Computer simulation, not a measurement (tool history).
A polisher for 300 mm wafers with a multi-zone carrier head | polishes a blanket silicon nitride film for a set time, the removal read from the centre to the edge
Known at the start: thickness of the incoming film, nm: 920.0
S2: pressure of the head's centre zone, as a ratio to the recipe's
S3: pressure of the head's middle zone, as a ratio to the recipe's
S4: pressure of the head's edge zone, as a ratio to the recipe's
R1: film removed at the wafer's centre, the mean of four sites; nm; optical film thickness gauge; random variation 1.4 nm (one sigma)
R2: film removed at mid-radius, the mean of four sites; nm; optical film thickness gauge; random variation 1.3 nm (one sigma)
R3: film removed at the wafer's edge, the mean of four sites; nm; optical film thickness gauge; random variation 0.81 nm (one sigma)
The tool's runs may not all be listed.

run 1 hour=0.0 | flow_of_slurry_(ml/min)=200 S2=1.00 S3=1.00 S4=1.00 polishing_time_(s)=44 | R1=100.320 R2=97.021 R3=92.314
run 2 hour=2.0 | flow_of_slurry_(ml/min)=200 S2=1.00 S3=0.95 S4=1.00 polishing_time_(s)=44 | R1=96.992 R2=94.016 R3=92.080
run 3 hour=4.1 | flow_of_slurry_(ml/min)=200 S2=1.01 S3=0.95 S4=0.99 polishing_time_(s)=44 | R1=95.927 R2=94.141 R3=92.581
run 4 hour=5.8 | flow_of_slurry_(ml/min)=200 S2=1.03 S3=0.96 S4=0.99 polishing_time_(s)=43 | R1=96.235 R2=92.156 R3=88.501
run 5 hour=8.0 | flow_of_slurry_(ml/min)=200 S2=1.05 S3=0.96 S4=0.99 polishing_time_(s)=43 | R1=100.780 R2=92.929 R3=88.742
run 6 hour=13.5 | flow_of_slurry_(ml/min)=200 S2=1.05 S3=0.92 S4=0.99 polishing_time_(s)=43 | R1=99.836 R2=89.619 R3=89.616

Forecast run 7:
run 7 hour=14.2 | flow_of_slurry_(ml/min)=200 S2=1.05 S3=0.92 S4=0.98 polishing_time_(s)=43 | R1=? R2=? R3=?

R1: 100.200 nm
R2: 90.420 nm
R3: 88.705 nm

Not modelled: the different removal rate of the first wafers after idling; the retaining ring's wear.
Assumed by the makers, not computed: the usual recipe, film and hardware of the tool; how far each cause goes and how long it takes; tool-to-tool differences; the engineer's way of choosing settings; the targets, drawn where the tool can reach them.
